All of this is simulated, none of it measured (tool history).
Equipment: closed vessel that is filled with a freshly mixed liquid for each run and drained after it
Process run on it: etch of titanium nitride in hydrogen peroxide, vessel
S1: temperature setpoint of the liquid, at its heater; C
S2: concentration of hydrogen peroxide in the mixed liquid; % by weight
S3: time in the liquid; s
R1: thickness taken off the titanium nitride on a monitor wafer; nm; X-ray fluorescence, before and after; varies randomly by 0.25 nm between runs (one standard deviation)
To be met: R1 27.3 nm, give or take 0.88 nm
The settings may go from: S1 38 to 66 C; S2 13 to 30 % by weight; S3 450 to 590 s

{"run": 1, "hour": 0.0, "S1": 54, "S2": 26, "S3": 590, "R1": 21.697}
{"run": 2, "hour": 6.8, "S1": 54.5, "S2": 26, "S3": 590, "R1": 22.45}
{"run": 3, "hour": 8.2, "S1": 55, "S2": 26, "S3": 590, "R1": 23.238}
{"run": 4, "hour": 15.8, "S1": 55.5, "S2": 26, "S3": 590, "R1": 24.761}
{"run": 5, "hour": 18.1, "S1": 49.5, "S2": 26, "S3": 590, "R1": 15.819}
{"run": 6, "hour": 22.8, "S1": 50.5, "S2": 26, "S3": 590, "R1": 17.065}
{"run": 7, "hour": 26.4, "S1": 51.5, "S2": 26, "S3": 590, "R1": 18.705}
{"run": 8, "hour": 28.4, "S1": 52, "S2": 26, "S3": 590, "R1": 19.027}
{"run": 9, "hour": 30.1, "S1": 58.5, "S2": 26.5, "S3": 590, "R1": 29.731}
{"run": 10, "hour": 32.9, "S1": 58, "S2": 26.5, "S3": 590, "R1": 28.588}

Consider the 4 candidate settings below. Which is the only one whose results all fall within their allowed miss of target?
{"run": "A", "hour": 35.7, "S1": 56, "S2": 30, "S3": 570, "R1": "?"}
{"run": "B", "hour": 35.7, "S1": 58, "S2": 20, "S3": 590, "R1": "?"}
{"run": "C", "hour": 35.7, "S1": 60, "S2": 29.5, "S3": 450, "R1": "?"}
{"run": "D", "hour": 35.7, "S1": 56.5, "S2": 24.5, "S3": 575, "R1": "?"}

move=A R1=25.292
move=B R1=27.537
move=C R1=26.194
move=D R1=25.273
A: takes the biggest miss from the last run beyond its target
B: meets every target
C: takes the biggest miss from the last run beyond its target
D: takes the biggest miss from the last run beyond its target
So the answer is move B, the one that meets all the targets.
